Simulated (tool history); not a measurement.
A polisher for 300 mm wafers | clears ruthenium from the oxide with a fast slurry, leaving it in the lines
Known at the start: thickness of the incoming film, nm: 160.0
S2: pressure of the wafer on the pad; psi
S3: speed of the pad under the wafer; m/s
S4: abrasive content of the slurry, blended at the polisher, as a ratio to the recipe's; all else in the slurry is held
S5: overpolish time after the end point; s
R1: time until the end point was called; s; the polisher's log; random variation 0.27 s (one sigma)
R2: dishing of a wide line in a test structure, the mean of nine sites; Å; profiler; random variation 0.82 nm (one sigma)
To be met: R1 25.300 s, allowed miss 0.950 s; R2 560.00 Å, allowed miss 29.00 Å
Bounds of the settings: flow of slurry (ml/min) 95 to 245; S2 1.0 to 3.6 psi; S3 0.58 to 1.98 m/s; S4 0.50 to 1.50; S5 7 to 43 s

Run 1, hour 0.0: flow of slurry (ml/min) 155, S2 2.3 psi, S3 1.28 m/s, S4 1.00, S5 22 s. Result: R1 47.111 s, R2 560.20 Å.
Run 2, hour 3.9: flow of slurry (ml/min) 155, S2 2.3 psi, S3 1.02 m/s, S4 1.00, S5 22 s. Result: R1 57.565 s, R2 473.30 Å.
Run 3, hour 10.7: flow of slurry (ml/min) 155, S2 2.3 psi, S3 1.02 m/s, S4 1.10, S5 22 s. Result: R1 55.804 s, R2 474.11 Å.
Run 4, hour 17.1: flow of slurry (ml/min) 160, S2 2.5 psi, S3 1.04 m/s, S4 1.10, S5 21 s. Result: R1 50.994 s, R2 494.05 Å.
Run 5, hour 24.8: flow of slurry (ml/min) 165, S2 2.6 psi, S3 1.08 m/s, S4 1.10, S5 20 s. Result: R1 47.775 s, R2 494.56 Å.
Run 6, hour 25.7: flow of slurry (ml/min) 165, S2 2.7 psi, S3 1.12 m/s, S4 1.10, S5 19 s. Result: R1 46.335 s, R2 510.41 Å.
Run 7, hour 29.5: flow of slurry (ml/min) 165, S2 2.8 psi, S3 1.16 m/s, S4 1.15, S5 18 s. Result: R1 43.032 s, R2 497.57 Å.
At hour 34.5: worn pad replaced by a new one.
Run 8, hour 34.5: flow of slurry (ml/min) 170, S2 2.9 psi, S3 1.20 m/s, S4 1.20, S5 17 s. Result: R1 36.697 s, R2 553.49 Å.
Run 9, hour 41.2: flow of slurry (ml/min) 175, S2 3.0 psi, S3 1.22 m/s, S4 1.20, S5 16 s. Result: R1 35.477 s, R2 532.15 Å.
Run 10, hour 43.5: flow of slurry (ml/min) 180, S2 3.1 psi, S3 1.24 m/s, S4 1.20, S5 15 s. Result: R1 33.633 s, R2 514.95 Å.

4 next moves are on the table. One of them brings every result within its allowed miss. Which?
Run A, hour 45.8: flow of slurry (ml/min) 125, S2 3.2 psi, S3 1.60 m/s, S4 1.45, S5 14 s. Result: R1 ?, R2 ?.
Run B, hour 45.8: flow of slurry (ml/min) 180, S2 3.4 psi, S3 1.52 m/s, S4 1.25, S5 12 s. Result: R1 ?, R2 ?.
Run C, hour 45.8: flow of slurry (ml/min) 220, S2 3.4 psi, S3 1.46 m/s, S4 1.15, S5 13 s. Result: R1 ?, R2 ?.
Run D, hour 45.8: flow of slurry (ml/min) 125, S2 3.6 psi, S3 1.42 m/s, S4 1.20, S5 13 s. Result: R1 ?, R2 ?.

move      R1      R2
   A  24.863  641.19
   B  25.508  553.27
   C  26.918  565.49
   D  27.755  551.24
A: brings the result that was furthest off to its target, and leaves another outside
B: meets every target
C: nearer than the last run, and not there yet
D: nearer than the last run, and not there yet
Answer: B
